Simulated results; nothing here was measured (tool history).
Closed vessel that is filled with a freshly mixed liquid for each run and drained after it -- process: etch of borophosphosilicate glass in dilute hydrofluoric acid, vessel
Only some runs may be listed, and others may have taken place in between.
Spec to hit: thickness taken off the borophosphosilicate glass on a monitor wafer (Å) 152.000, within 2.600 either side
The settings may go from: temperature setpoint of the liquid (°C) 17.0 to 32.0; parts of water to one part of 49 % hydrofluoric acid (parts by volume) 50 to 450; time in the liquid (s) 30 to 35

run    day  temperature setpoint of the liquid (°C)  parts of water to one part of 49 % hydrofluoric acid (parts by volume)  time in the liquid (s)  thickness taken off the borophosphosilicate glass on a monitor wafer (Å)
  1  0.000                                     24.0                                                                     250                      35                                                                    72.995
  2  0.279                                     24.0                                                                     250                      30                                                                    63.150
  3  0.379                                     26.0                                                                     220                      30                                                                    79.761
  4  0.496                                     29.0                                                                     220                      30                                                                    87.798
  5  0.783                                     29.0                                                                     220                      30                                                                    88.216
  6  0.867                                     29.0                                                                     135                      30                                                                   159.690
  7  1.017                                     28.5                                                                     135                      30                                                                   156.160
  8  1.275                                     28.5                                                                     135                      30                                                                   156.940

4 candidate next runs follow, results not yet known. Just one meets every target within its allowed miss. Identify it.
  A  1.533                                     32.0                                                                     175                      35                                                                         ?
  B  1.533                                     26.5                                                                     125                      30                                                                         ?
  C  1.533                                     27.5                                                                     130                      30                                                                         ?
  D  1.533                                     29.0                                                                     145                      30                                                                         ?

move  thickness taken off the borophosphosilicate glass on a monitor wafer (Å)
   A                                                                   152.060
   B                                                                   159.460
   C                                                                   158.210
   D                                                                   147.080
A: all results land within tolerance of their targets
B: lands further from the targets than the last run did
C: lands further from the targets than the last run did
D: the result that was furthest off in the last run now lies on the other side of its target
Correct choice: A, which meets every target

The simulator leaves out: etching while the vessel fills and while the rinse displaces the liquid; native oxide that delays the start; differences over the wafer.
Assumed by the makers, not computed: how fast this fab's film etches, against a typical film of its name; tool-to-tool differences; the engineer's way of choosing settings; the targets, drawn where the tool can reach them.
